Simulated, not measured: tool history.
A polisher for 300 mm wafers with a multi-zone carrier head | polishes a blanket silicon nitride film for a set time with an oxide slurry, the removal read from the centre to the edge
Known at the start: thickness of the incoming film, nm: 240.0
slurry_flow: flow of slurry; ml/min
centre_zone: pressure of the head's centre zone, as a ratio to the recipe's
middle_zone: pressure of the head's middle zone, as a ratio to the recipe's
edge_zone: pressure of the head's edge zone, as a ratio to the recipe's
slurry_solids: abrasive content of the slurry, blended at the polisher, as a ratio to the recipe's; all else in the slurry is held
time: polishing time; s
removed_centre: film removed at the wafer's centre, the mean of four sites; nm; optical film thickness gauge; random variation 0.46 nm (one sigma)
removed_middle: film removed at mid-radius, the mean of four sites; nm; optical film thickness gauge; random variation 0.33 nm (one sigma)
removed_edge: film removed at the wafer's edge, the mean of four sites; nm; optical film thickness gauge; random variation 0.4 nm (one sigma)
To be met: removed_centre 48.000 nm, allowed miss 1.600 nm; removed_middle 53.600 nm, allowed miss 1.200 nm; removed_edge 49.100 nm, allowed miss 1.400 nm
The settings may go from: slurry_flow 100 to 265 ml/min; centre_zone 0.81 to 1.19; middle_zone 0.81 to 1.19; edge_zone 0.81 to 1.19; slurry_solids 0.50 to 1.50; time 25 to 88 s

run	hour	slurry_flow	centre_zone	middle_zone	edge_zone	slurry_solids	time	removed_centre	removed_middle	removed_edge
1	0.0	170	1.00	1.00	1.00	1.00	56	39.817	38.092	37.889
2	9.0	185	1.00	1.04	1.04	1.05	56	43.353	40.906	40.149
3	14.1	165	1.00	1.04	1.04	1.05	56	41.626	40.660	38.957
4	15.1	165	1.04	1.04	1.04	1.05	56	42.997	40.442	39.375
5	17.7	175	0.99	1.07	1.07	1.10	56	42.170	42.828	40.645
6	23.2	175	0.99	1.07	1.07	1.00	56	41.102	41.112	38.802
7	28.8	185	0.97	1.09	1.09	1.10	56	41.962	43.872	41.001
8	31.9	195	0.96	1.10	1.11	1.15	56	42.454	45.409	42.229
9	32.6	205	0.96	1.11	1.13	1.20	56	44.092	46.674	43.466
10	34.2	210	0.95	1.12	1.14	1.25	56	45.185	48.155	45.075
11	36.3	215	0.94	1.13	1.15	1.30	56	44.909	49.109	45.441
12	39.2	220	0.94	1.14	1.16	1.35	56	45.790	50.535	46.720
13	41.2	220	0.94	1.14	1.16	1.35	56	46.271	50.895	46.718
14	43.4	225	0.94	1.14	1.17	1.35	56	46.981	51.227	45.901
15	48.1	220	0.94	1.14	1.17	1.40	56	46.048	52.138	46.902
16	49.3	225	0.94	1.14	1.17	1.40	56	46.553	51.190	47.701
17	50.0	230	0.94	1.15	1.17	1.40	56	46.646	52.536	47.242
18	52.9	240	0.94	1.13	1.19	1.45	56	47.248	52.073	48.046

5 next moves are on the table. One of them brings every result within its allowed miss. Which?
A	55.8	265	0.81	1.10	1.07	1.10	69	?	?	?
B	55.8	235	0.95	1.12	1.17	1.50	61	?	?	?
C	55.8	235	0.96	1.12	1.19	1.35	55	?	?	?
D	55.8	250	0.90	1.11	1.11	1.45	58	?	?	?
E	55.8	215	0.89	1.12	1.18	1.50	55	?	?	?

move	removed_centre	removed_middle	removed_edge
A	47.585	57.271	52.356
B	52.816	57.031	53.115
C	46.226	49.497	46.374
D	47.948	53.594	49.306
E	44.625	50.820	47.600
A: takes the result that was furthest off past its target
B: takes the result that was furthest off past its target
C: further off than the last run
D: meets every target
E: further off than the last run
The right move is D.
